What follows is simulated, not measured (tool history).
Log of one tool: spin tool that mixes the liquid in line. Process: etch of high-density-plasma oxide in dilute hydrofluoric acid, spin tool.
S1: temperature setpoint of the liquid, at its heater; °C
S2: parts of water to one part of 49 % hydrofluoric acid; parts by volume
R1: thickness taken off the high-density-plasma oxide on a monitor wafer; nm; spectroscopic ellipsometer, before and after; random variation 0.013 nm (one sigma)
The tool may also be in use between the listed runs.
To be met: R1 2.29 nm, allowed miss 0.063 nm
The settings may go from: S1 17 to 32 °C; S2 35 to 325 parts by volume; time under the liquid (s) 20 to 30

run 1 hour=0 | S1=24 S2=180 time_under_the_liquid_(s)=30 | R1=1.0101
run 2 hour=6.7 | S1=26.5 S2=150 time_under_the_liquid_(s)=30 | R1=1.3834
run 3 hour=13 | S1=28.5 S2=135 time_under_the_liquid_(s)=30 | R1=1.6669
run 4 hour=21.4 | S1=29.5 S2=125 time_under_the_liquid_(s)=30 | R1=1.9213
run 5 hour=24.5 | S1=29.5 S2=165 time_under_the_liquid_(s)=30 | R1=1.3774
run 6 hour=27.8 | S1=31.5 S2=165 time_under_the_liquid_(s)=30 | R1=1.4769
run 7 hour=30.9 | S1=31.5 S2=145 time_under_the_liquid_(s)=30 | R1=1.7397
run 8 hour=37.1 | S1=32 S2=105 time_under_the_liquid_(s)=30 | R1=2.5905
run 9 hour=42.9 | S1=31 S2=105 time_under_the_liquid_(s)=30 | R1=2.4554

5 next moves are on the table. One of them brings every result within its allowed miss. Which?
run A hour=48.7 | S1=30.5 S2=115 time_under_the_liquid_(s)=30 | R1=?
run B hour=48.7 | S1=29.5 S2=115 time_under_the_liquid_(s)=30 | R1=?
run C hour=48.7 | S1=31 S2=120 time_under_the_liquid_(s)=30 | R1=?
run D hour=48.7 | S1=31.5 S2=115 time_under_the_liquid_(s)=30 | R1=?
run E hour=48.7 | S1=28.5 S2=110 time_under_the_liquid_(s)=30 | R1=?

move=A R1=2.1642
move=B R1=2.0839
move=C R1=2.0992
move=D R1=2.2467
move=E R1=2.1104
A: takes the result that was furthest off past its target
B: takes the result that was furthest off past its target
C: takes the result that was furthest off past its target
D: meets every target
E: takes the result that was furthest off past its target
The right move is D.

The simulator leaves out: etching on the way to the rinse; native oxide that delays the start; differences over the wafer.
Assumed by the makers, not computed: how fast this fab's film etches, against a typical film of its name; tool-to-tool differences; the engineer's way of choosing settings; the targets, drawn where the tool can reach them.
